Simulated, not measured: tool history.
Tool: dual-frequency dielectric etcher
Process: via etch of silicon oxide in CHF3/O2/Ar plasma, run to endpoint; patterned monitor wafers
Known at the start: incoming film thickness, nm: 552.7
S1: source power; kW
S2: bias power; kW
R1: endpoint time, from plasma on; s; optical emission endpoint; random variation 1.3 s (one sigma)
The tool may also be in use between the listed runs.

{"run": 1, "hour": 0.0, "S1": 0.55, "S2": 0.143, "R1": 325.51}
{"run": 2, "hour": 2.1, "S1": 0.55, "S2": 0.131, "R1": 332.87}
{"run": 3, "hour": 7.5, "S1": 0.59, "S2": 0.133, "R1": 323.02}
{"run": 4, "hour": 8.2, "S1": 0.62, "S2": 0.135, "R1": 316.32}
{"run": 5, "hour": 12.0, "S1": 0.52, "S2": 0.135, "R1": 334.47}
{"run": 6, "hour": 15.3, "S1": 0.57, "S2": 0.139, "R1": 321.5}
{"run": 7, "hour": 21.9, "S1": 0.6, "S2": 0.141, "R1": 317.71}

The next listed run, before its measurement:
{"run": 8, "hour": 27.5, "S1": 0.63, "S2": 0.143, "R1": "?"}

Run 8 gave R1 309.07 s.
